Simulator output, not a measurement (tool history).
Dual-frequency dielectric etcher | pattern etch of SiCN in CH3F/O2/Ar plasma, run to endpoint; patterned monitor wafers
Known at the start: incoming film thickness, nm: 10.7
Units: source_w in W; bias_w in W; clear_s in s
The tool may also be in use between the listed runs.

run,hour,source_w,bias_w,clear_s
1,0.0,340,62,29.601
2,2.2,360,63,28.686
3,4.2,360,68,27.982
4,7.9,370,68,27.721
# hour 14.6: wet clean of the chamber
5,14.6,330,68,30.176
6,19.8,290,68,31.046
7,21.9,320,69,30.006

Forecast run 8:
8,22.8,340,70,?

Run 8 gave clear_s 29.192 s.

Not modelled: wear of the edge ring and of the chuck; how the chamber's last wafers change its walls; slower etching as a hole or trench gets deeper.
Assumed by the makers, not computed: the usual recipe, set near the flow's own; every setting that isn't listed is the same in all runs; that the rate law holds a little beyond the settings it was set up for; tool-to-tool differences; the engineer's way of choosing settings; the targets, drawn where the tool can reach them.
